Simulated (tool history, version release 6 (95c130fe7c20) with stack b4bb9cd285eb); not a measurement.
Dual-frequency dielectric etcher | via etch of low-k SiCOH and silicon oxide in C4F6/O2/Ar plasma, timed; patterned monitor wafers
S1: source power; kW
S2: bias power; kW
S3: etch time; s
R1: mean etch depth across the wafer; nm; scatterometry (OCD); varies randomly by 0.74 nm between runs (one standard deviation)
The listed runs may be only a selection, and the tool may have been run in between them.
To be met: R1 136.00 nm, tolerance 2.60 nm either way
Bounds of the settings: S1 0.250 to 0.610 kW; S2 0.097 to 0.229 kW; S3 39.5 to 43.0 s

| run | hour | S1 | S2 | S3 | R1 |
|---|---|---|---|---|---|
| 1 | 0.0 | 0.430 | 0.163 | 43.0 | 113.28 |
| 2 | 5.8 | 0.430 | 0.178 | 43.0 | 116.78 |
| 3 | 6.9 | 0.470 | 0.181 | 43.0 | 122.38 |
| 4 | 14.7 | 0.500 | 0.183 | 43.0 | 127.05 |
| 5 | 16.8 | 0.500 | 0.171 | 43.0 | 124.53 |
| 6 | 25.4 | 0.520 | 0.172 | 43.0 | 127.17 |
| 7 | 29.7 | 0.540 | 0.173 | 43.0 | 129.13 |
| 8 | 34.6 | 0.550 | 0.174 | 43.0 | 130.03 |
| 9 | 41.6 | 0.560 | 0.175 | 43.0 | 131.34 |

Which one of the following 5 next-run settings gets every result inside its allowed miss? There is exactly one.
| A | 48.6 | 0.570 | 0.185 | 39.5 | ? |
| B | 48.6 | 0.610 | 0.177 | 42.0 | ? |
| C | 48.6 | 0.550 | 0.171 | 40.5 | ? |
| D | 48.6 | 0.550 | 0.192 | 40.5 | ? |
| E | 48.6 | 0.580 | 0.169 | 41.0 | ? |

| move | R1 |
|---|---|
| A | 124.19 |
| B | 134.45 |
| C | 122.17 |
| D | 126.68 |
| E | 126.37 |
A: further off than the last run
B: each result inside its tolerance
C: further off than the last run
D: further off than the last run
E: further off than the last run
Correct choice: B, which meets every target
